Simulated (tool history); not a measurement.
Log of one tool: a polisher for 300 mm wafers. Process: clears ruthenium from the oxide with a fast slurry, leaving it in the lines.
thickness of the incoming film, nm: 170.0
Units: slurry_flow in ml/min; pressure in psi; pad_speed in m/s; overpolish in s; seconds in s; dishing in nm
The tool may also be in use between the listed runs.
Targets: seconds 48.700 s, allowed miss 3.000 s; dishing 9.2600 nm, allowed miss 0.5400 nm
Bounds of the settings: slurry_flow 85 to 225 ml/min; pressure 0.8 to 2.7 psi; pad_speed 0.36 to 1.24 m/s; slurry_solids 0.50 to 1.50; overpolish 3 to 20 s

run	hour	slurry_flow	pressure	pad_speed	slurry_solids	overpolish	seconds	dishing
1	0.0	145	1.7	0.80	1.00	10	75.077	18.8400
2	4.8	145	1.8	0.80	1.00	8	72.830	15.8910
3	5.5	145	1.4	0.80	1.00	8	93.074	12.9150
4	9.0	145	1.6	0.78	1.00	7	84.188	12.2530
5	13.7	145	1.6	0.88	1.00	7	75.930	13.8050
6	18.9	155	1.7	0.80	1.10	6	73.584	12.4420
7	23.7	170	1.8	0.74	1.20	5	70.491	10.5250
8	26.6	185	1.9	0.72	1.25	5	65.577	11.3230
9	30.2	195	2.0	0.68	1.30	5	67.079	10.9190

Which of these 5 next moves meets every target?
A	33.8	185	2.4	0.76	1.40	3	?	?
B	33.8	160	2.0	0.44	1.20	9	?	?
C	33.8	200	1.8	0.48	1.15	10	?	?
D	33.8	180	1.9	0.60	1.15	8	?	?
E	33.8	200	1.6	0.58	1.25	7	?	?

move	seconds	dishing
A	47.708	9.4987
B	98.683	13.4170
C	100.690	14.5010
D	79.860	14.6150
E	92.904	11.2490
A: meets every target
B: further off than the last run
C: further off than the last run
D: further off than the last run
E: further off than the last run
The right move is A.
